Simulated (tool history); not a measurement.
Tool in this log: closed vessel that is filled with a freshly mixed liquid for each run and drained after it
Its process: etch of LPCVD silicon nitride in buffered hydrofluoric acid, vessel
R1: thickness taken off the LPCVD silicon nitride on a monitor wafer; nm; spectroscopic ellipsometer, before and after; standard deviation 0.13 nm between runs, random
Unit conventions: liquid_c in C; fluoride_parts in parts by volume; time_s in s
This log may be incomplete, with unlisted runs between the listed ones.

Run 1, hour 0: liquid_c 21 C, fluoride_parts 12 parts by volume, time_s 1595 s. Result: R1 19.136 nm.
Run 2, hour 3.4: liquid_c 22.5 C, fluoride_parts 11.5 parts by volume, time_s 1595 s. Result: R1 21.642 nm.
Run 3, hour 7.5: liquid_c 22.5 C, fluoride_parts 11.5 parts by volume, time_s 1700 s. Result: R1 23.048 nm.
Run 4, hour 11.9: liquid_c 24 C, fluoride_parts 11.5 parts by volume, time_s 1700 s. Result: R1 24.91 nm.
Run 5, hour 17.9: liquid_c 25 C, fluoride_parts 11.5 parts by volume, time_s 1700 s. Result: R1 26.371 nm.
Run 6, hour 23.1: liquid_c 26 C, fluoride_parts 11.5 parts by volume, time_s 1700 s. Result: R1 27.776 nm.

Estimate the outcome of run 7 from the log above:
Run 7, hour 25.9: liquid_c 26.5 C, fluoride_parts 11.5 parts by volume, time_s 1700 s. Result: R1 ?.

R1: 28.7 nm
